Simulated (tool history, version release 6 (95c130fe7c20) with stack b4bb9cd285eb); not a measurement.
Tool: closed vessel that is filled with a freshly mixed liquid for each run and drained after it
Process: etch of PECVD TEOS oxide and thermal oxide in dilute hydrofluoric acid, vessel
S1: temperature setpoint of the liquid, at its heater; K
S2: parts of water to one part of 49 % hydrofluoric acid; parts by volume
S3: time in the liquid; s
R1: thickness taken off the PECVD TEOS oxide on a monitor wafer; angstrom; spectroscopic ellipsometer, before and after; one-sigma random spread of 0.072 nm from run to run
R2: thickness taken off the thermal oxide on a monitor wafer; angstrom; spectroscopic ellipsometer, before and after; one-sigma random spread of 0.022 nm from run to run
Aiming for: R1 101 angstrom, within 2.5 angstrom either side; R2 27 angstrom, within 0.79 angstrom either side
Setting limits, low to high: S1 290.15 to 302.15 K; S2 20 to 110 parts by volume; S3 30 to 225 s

Run 1, day 0: S1 294.15 K, S2 60 parts by volume, S3 115 s. Result: R1 302.26 angstrom, R2 81.537 angstrom.
Run 2, day 0.267: S1 293.15 K, S2 70 parts by volume, S3 115 s. Result: R1 245.26 angstrom, R2 65.597 angstrom.
Run 3, day 0.412: S1 290.65 K, S2 70 parts by volume, S3 115 s. Result: R1 220.83 angstrom, R2 58.878 angstrom.
Run 4, day 0.783: S1 290.15 K, S2 70 parts by volume, S3 115 s. Result: R1 216.58 angstrom, R2 58.039 angstrom.
Run 5, day 0.812: S1 290.15 K, S2 70 parts by volume, S3 70 s. Result: R1 130.1 angstrom, R2 35.21 angstrom.
Run 6, day 1.038: S1 290.15 K, S2 70 parts by volume, S3 45 s. Result: R1 83.982 angstrom, R2 22.508 angstrom.
Run 7, day 1.288: S1 291.15 K, S2 70 parts by volume, S3 45 s. Result: R1 88.69 angstrom, R2 23.657 angstrom.
Run 8, day 1.346: S1 292.15 K, S2 70 parts by volume, S3 45 s. Result: R1 92.564 angstrom, R2 24.671 angstrom.
Run 9, day 1.4: S1 292.65 K, S2 70 parts by volume, S3 45 s. Result: R1 93.968 angstrom, R2 25.298 angstrom.
Run 10, day 1.542: S1 293.15 K, S2 70 parts by volume, S3 45 s. Result: R1 95.694 angstrom, R2 25.299 angstrom.

Which one of the following 4 next-run settings gets every result inside its allowed miss? There is exactly one.
Run A, day 1.683: S1 297.65 K, S2 100 parts by volume, S3 55 s. Result: R1 ?, R2 ?.
Run B, day 1.683: S1 294.15 K, S2 90 parts by volume, S3 60 s. Result: R1 ?, R2 ?.
Run C, day 1.683: S1 291.65 K, S2 70 parts by volume, S3 45 s. Result: R1 ?, R2 ?.
Run D, day 1.683: S1 292.15 K, S2 80 parts by volume, S3 60 s. Result: R1 ?, R2 ?.

move      R1      R2
   A  95.607  25.485
   B  101.89   27.16
   C  90.574  24.143
   D  106.71  28.446
A: as far off as the last run
B: meets every target
C: its largest miss is bigger than the last run's
D: moves the result that the last run missed by most past its target, out the other side
The right move is B.

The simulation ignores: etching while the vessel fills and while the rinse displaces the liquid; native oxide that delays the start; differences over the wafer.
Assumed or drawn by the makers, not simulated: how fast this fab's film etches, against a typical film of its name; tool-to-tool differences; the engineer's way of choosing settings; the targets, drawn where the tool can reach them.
